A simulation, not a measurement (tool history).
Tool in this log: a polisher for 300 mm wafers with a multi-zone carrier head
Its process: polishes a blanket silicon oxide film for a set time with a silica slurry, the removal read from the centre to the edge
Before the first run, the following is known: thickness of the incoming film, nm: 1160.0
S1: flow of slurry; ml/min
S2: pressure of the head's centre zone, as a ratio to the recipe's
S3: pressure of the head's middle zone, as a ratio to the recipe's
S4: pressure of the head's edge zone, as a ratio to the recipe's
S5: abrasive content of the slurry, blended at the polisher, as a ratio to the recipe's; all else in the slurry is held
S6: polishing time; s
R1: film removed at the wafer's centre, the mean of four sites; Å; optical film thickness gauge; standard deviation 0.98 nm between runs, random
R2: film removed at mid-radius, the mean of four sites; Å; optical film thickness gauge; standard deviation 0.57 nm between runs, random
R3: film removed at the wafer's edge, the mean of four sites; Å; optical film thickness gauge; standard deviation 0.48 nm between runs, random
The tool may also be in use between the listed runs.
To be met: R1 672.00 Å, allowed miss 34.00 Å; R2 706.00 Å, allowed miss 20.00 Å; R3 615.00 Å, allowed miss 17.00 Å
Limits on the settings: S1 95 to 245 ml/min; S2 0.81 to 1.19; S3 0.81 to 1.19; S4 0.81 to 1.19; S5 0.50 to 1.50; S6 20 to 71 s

run  hour   S1    S2    S3    S4    S5  S6       R1       R2       R3
  1   0.0  155  1.00  1.00  1.00  1.00  45  1274.40  1143.10  1161.10
  2   0.6  150  0.98  1.02  0.96  0.85  41  1068.20  1010.90   986.35
  3   5.4  150  0.98  1.02  1.03  0.85  41  1034.80   988.82  1002.00
  4   6.8  150  0.98  1.02  1.03  0.85  30   762.58   742.62   748.35
  5  11.4  165  0.98  1.02  1.03  0.85  30   775.46   728.40   746.15
  6  16.8  160  0.98  1.04  0.99  0.75  30   732.94   709.59   689.14
     23.6  -- centre zone pressure recalibrated
  7  23.6  160  0.97  1.06  0.97  0.70  30   633.62   707.27   661.63
  8  27.9  160  0.97  1.06  0.97  0.70  30   631.97   699.46   668.76

Which single option among these 5 for the next run brings every result within its allowed miss of target? Just one does.
  A  32.2  165  1.09  1.15  0.95  0.85  26   ?   ?   ?
  B  32.2  140  0.94  0.96  1.08  0.65  33   ?   ?   ?
  C  32.2  180  0.87  1.03  1.05  0.55  35   ?   ?   ?
  D  32.2  170  1.05  1.05  0.99  0.60  31   ?   ?   ?
  E  32.2  215  0.99  1.15  0.99  0.85  25   ?   ?   ?

move      R1      R2      R3
   A  683.01  701.70  618.34
   B  649.57  670.23  737.26
   C  621.74  731.25  739.47
   D  683.83  676.14  655.73
   E  621.05  700.18  622.91
A: each result inside its tolerance
B: further off than the last run
C: further off than the last run
D: moves toward the targets from the last run without getting all of them in spec
E: corrects the largest miss of the last run, while another result sits out of spec
A is the move that brings every result within its allowed miss.
